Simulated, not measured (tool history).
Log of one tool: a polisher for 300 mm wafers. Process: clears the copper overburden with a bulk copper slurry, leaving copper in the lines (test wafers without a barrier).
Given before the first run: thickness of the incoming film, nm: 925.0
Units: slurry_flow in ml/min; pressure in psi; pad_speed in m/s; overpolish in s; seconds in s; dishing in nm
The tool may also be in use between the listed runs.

{"run": 1, "day": 0.0, "slurry_flow": 315, "pressure": 3.3, "pad_speed": 1, "slurry_solids": 1, "overpolish": 22, "seconds": 76.913, "dishing": 138.06}
{"run": 2, "day": 0.083, "slurry_flow": 315, "pressure": 2.6, "pad_speed": 1, "slurry_solids": 1, "overpolish": 22, "seconds": 97.161, "dishing": 113.98}
{"run": 3, "day": 0.171, "slurry_flow": 315, "pressure": 3, "pad_speed": 1, "slurry_solids": 1, "overpolish": 23, "seconds": 83.658, "dishing": 130.71}
{"run": 4, "day": 0.454, "slurry_flow": 315, "pressure": 3, "pad_speed": 0.74, "slurry_solids": 1, "overpolish": 23, "seconds": 107.25, "dishing": 111.62}
{"run": 5, "day": 0.712, "slurry_flow": 315, "pressure": 3.5, "pad_speed": 0.74, "slurry_solids": 1, "overpolish": 23, "seconds": 92.53, "dishing": 128.15}
{"run": 6, "day": 1.054, "slurry_flow": 315, "pressure": 3.5, "pad_speed": 0.74, "slurry_solids": 1.1, "overpolish": 23, "seconds": 90.434, "dishing": 129.64}
{"run": 7, "day": 1.092, "slurry_flow": 315, "pressure": 3.9, "pad_speed": 0.74, "slurry_solids": 1.1, "overpolish": 23, "seconds": 82.185, "dishing": 141.97}
{"run": 8, "day": 1.254, "slurry_flow": 315, "pressure": 4.2, "pad_speed": 0.74, "slurry_solids": 1.1, "overpolish": 22, "seconds": 76.973, "dishing": 142.08}

Run 9 is up next; what results do you expect?
{"run": 9, "day": 1.425, "slurry_flow": 315, "pressure": 4.5, "pad_speed": 0.74, "slurry_solids": 1.1, "overpolish": 22, "seconds": "?", "dishing": "?"}

{"run 9": {"seconds": 71.56, "dishing": 152.35}}
